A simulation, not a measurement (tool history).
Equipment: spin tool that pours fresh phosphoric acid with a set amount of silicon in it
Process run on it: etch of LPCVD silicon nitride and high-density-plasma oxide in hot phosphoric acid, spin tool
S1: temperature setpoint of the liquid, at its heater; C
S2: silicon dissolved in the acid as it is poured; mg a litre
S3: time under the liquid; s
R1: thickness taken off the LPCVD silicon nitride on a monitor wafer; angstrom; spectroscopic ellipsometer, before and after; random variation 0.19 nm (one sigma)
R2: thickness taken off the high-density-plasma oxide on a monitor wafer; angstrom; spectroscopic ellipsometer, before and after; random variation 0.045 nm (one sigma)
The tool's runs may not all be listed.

| run | hour | S1 | S2 | S3 | R1 | R2 |
|---|---|---|---|---|---|---|
| 1 | 0.0 | 159.0 | 12.0 | 160 | 130.570 | 2.4893 |
| 2 | 4.0 | 159.0 | 18.5 | 160 | 128.660 | 2.2826 |
| 3 | 8.2 | 160.0 | 18.5 | 160 | 133.200 | 2.8074 |
| 4 | 17.1 | 160.0 | 18.5 | 110 | 93.058 | 1.9541 |
| 5 | 22.5 | 160.0 | 25.0 | 110 | 91.534 | 1.5734 |
| 6 | 23.9 | 160.0 | 25.0 | 130 | 109.530 | 1.7309 |
| 7 | 32.6 | 160.5 | 25.0 | 145 | 123.090 | 2.0557 |
| 8 | 40.2 | 161.0 | 25.0 | 155 | 132.730 | 1.9600 |

Predict the results of run 9:
| 9 | 45.2 | 161.5 | 23.0 | 165 | ? | ? |

Run 9 yielded R1 145.630 angstrom, R2 3.2594 angstrom.
